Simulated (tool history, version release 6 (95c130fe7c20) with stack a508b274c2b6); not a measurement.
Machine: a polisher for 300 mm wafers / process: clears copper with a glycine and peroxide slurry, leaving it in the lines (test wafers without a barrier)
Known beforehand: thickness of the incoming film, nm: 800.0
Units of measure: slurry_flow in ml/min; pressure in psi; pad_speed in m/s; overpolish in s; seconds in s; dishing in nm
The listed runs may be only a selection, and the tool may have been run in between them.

| run | hour | slurry_flow | pressure | pad_speed | overpolish | seconds | dishing |
|---|---|---|---|---|---|---|---|
| 1 | 0 | 300 | 2.6 | 0.98 | 9 | 198.35 | 26.943 |
| 2 | 2.4 | 300 | 2.9 | 0.98 | 9 | 178.45 | 29.334 |
| 3 | 10.2 | 295 | 2.6 | 0.94 | 7 | 203.78 | 20.579 |
| 4 | 13.8 | 285 | 2.4 | 0.92 | 6 | 219.22 | 16.538 |
| 5 | 14.7 | 285 | 1.9 | 0.92 | 6 | 265.29 | 14.138 |
| 6 | 19.1 | 285 | 2.2 | 0.92 | 6 | 229.96 | 15.878 |
| 7 | 24 | 280 | 2.1 | 0.92 | 5 | 248.59 | 12.732 |
| 8 | 28.5 | 280 | 2 | 0.92 | 5 | 259.16 | 11.724 |
| 9 | 32.2 | 280 | 2 | 0.92 | 5 | 252.79 | 12.261 |
|  | 39.2 | worn pad replaced by a new one |
| 10 | 39.2 | 280 | 1.9 | 0.92 | 5 | 237.48 | 13.357 |
| 11 | 41.5 | 280 | 1.8 | 0.9 | 5 | 243.05 | 12.422 |
| 12 | 47.2 | 280 | 1.4 | 0.9 | 3 | 295.6 | 6.6629 |
| 13 | 55.2 | 280 | 1.5 | 0.9 | 3 | 280.84 | 6.6493 |

The next listed run, before its measurement:
| 14 | 60.4 | 270 | 1.6 | 0.9 | 3 | ? | ? |

Logged for run 14: seconds 269.24 s, dishing 7.0747 nm.
